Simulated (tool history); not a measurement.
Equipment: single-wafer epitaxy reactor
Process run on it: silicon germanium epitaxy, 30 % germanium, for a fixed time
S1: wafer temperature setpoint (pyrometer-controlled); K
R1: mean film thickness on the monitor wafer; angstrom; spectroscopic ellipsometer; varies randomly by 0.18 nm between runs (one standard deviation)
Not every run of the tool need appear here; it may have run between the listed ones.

run 1 hour=0.0 | S1=863.15 chamber_pressure_(Pa)=1893 | R1=410.86
run 2 hour=8.2 | S1=858.15 chamber_pressure_(Pa)=1880 | R1=365.58
run 3 hour=17.1 | S1=856.15 chamber_pressure_(Pa)=1880 | R1=352.18
run 4 hour=22.7 | S1=864.15 chamber_pressure_(Pa)=1880 | R1=421.33
run 5 hour=23.8 | S1=864.15 chamber_pressure_(Pa)=1640 | R1=398.70
run 6 hour=24.7 | S1=864.15 chamber_pressure_(Pa)=1453 | R1=390.97
run 7 hour=33.5 | S1=864.15 chamber_pressure_(Pa)=1453 | R1=388.32
run 8 hour=35.1 | S1=861.15 chamber_pressure_(Pa)=1440 | R1=360.34
run 9 hour=42.8 | S1=859.15 chamber_pressure_(Pa)=1440 | R1=349.39
run 10 hour=44.0 | S1=851.15 chamber_pressure_(Pa)=1427 | R1=290.84
run 11 hour=52.1 | S1=852.15 chamber_pressure_(Pa)=1427 | R1=297.38

Forecast run 12:
run 12 hour=60.8 | S1=855.15 chamber_pressure_(Pa)=1427 | R1=?

{"run 12": {"R1": 318.49}}

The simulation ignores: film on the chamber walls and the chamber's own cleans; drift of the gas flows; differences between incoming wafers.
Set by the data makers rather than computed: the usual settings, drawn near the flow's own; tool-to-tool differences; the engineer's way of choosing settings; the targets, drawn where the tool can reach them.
